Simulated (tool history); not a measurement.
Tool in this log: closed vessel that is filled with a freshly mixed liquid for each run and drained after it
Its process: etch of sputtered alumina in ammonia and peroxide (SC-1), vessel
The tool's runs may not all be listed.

run  hour  temperature setpoint of the liquid (°C)  parts of 29 % ammonia solution to one part of 30 % peroxide (parts by volume)  time in the liquid (s)  thickness taken off the sputtered alumina on a monitor wafer (angstrom)
  1   0.0                                       57                                                                            0.5                     275                                                                   239.39
  2   3.9                                       59                                                                            0.5                     275                                                                   266.75
  3   6.3                                       59                                                                            0.5                     295                                                                   288.77
  4  10.0                                       60                                                                            0.5                     295                                                                   304.01
  5  18.6                                       60                                                                            0.5                     275                                                                   280.48
  6  24.3                                       60                                                                            0.5                     275                                                                   285.71
  7  32.0                                       61                                                                            0.5                     275                                                                   299.47

Forecast run 8:
  8  37.4                                       62                                                                            0.5                     275                                                                        ?

thickness taken off the sputtered alumina on a monitor wafer (angstrom): 315.64

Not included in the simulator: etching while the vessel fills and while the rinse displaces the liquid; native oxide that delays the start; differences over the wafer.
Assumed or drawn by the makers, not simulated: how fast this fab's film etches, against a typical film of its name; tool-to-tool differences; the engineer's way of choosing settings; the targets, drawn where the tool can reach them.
